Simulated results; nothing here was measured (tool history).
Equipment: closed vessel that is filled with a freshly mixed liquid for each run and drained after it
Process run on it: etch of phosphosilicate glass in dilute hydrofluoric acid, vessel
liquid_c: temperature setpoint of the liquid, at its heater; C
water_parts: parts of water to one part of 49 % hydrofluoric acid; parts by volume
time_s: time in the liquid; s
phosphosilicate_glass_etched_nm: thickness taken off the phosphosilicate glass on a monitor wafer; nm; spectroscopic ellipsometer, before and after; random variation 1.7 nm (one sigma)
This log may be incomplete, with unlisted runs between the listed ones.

run,hour,liquid_c,water_parts,time_s,phosphosilicate_glass_etched_nm
1,0,24,285,265,47.793
2,6,25,260,265,55.897
3,9.2,25,185,265,84.824
4,16.5,25.5,170,265,95.203
5,17.4,24,170,265,90.356
6,20.7,24,205,265,72.551
7,29.5,25,190,265,81.027
8,33,25.5,175,265,92.695
9,42,26,165,265,101.36
10,49.7,26.5,160,265,106.54
11,58.8,27,155,265,112.73

Run 12 has not been measured yet. What should we expect?
# hour 63.4: thermometer replaced
12,63.4,27.5,150,265,?

Run 12 gave phosphosilicate_glass_etched_nm 126.04 nm.
